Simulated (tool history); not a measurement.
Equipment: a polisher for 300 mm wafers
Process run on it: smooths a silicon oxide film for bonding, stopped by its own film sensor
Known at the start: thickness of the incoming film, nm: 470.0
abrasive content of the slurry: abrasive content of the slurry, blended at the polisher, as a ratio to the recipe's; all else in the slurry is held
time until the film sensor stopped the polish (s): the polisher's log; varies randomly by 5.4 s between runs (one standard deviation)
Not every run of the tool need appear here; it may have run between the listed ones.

run	hour	flow of slurry (ml/min)	pressure of the wafer on the pad (kPa)	speed of the pad under the wafer (cm/s)	abrasive content of the slurry	target thickness at which the film sensor stops the polish (angstrom)	time until the film sensor stopped the polish (s)
1	0	250	18.6	76	1	3560	185.07
2	5.2	195	18.6	76	1	3560	187.8
3	6.6	195	20.7	76	1	3560	172.04
4	9	195	17.9	74	1	3560	199.08
5	16	195	22.1	74	1	3560	161.22
6	23.8	195	22.1	74	1	3560	168.38
7	32.7	195	18.6	70	1	3560	198.69
8	40.2	195	16.5	68	1	3560	230.33

Expected results for the next run?
9	42.3	195	15.2	66	1	3560	?

{"run 9": {"time until the film sensor stopped the polish (s)": 252.05}}
